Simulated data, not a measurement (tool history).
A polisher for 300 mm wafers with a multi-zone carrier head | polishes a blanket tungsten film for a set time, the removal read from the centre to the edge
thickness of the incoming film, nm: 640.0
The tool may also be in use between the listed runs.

run  hour  flow of slurry (ml/min)  pressure of the head's centre zone  pressure of the head's middle zone  pressure of the head's edge zone  abrasive content of the slurry  polishing time (s)  film removed at the wafer's centre (nm)  film removed at mid-radius (nm)  film removed at the wafer's edge (nm)
  1   0.0                      165                                1.00                                1.00                              1.00                            1.00                  69                                   167.73                           170.63                                 177.35
  2   5.0                      165                                1.00                                1.00                              1.08                            1.00                  69                                   169.87                           170.87                                 185.42
  3  12.8                      160                                1.00                                0.98                              1.05                            0.95                  67                                   160.30                           160.07                                 168.01
  4  17.6                      160                                1.00                                0.98                              1.05                            0.85                  67                                   154.20                           154.89                                 164.56
  5  20.7                      155                                1.00                                0.96                              1.04                            0.80                  66                                   147.50                           145.62                                 154.14
  6  23.4                      150                                1.00                                0.94                              1.04                            0.75                  66                                   145.09                           138.53                                 155.42
  7  30.3                      150                                1.00                                0.93                              1.02                            0.70                  65                                   137.86                           133.99                                 146.79
  8  32.6                      145                                1.01                                0.92                              1.00                            0.65                  65                                   137.07                           128.76                                 140.53
  9  37.8                      140                                1.01                                0.91                              0.98                            0.65                  65                                   135.86                           127.39                                 142.28
 10  38.5                      145                                1.01                                0.90                              0.97                            0.65                  64                                   136.95                           122.94                                 137.41
 11  43.5                      140                                1.00                                0.89                              0.95                            0.65                  64                                   132.61                           122.90                                 136.00
 12  52.3                      140                                1.00                                0.88                              0.93                            0.65                  64                                   132.06                           121.59                                 133.37
 13  52.9                      135                                1.00                                0.87                              0.92                            0.65                  64                                   132.64                           118.88                                 133.89
 14  55.6                      135                                1.00                                0.86                              0.91                            0.65                  64                                   130.22                           118.11                                 132.23
 15  59.4                      135                                1.00                                0.85                              0.90                            0.65                  64                                   130.92                           114.81                                 134.03

The next listed run, before its measurement:
 16  61.7                      135                                1.00                                0.85                              0.89                            0.65                  64                                        ?                                ?                                      ?

Run 16 gave film removed at the wafer's centre (nm) 132.48, film removed at mid-radius (nm) 117.81, film removed at the wafer's edge (nm) 131.54.
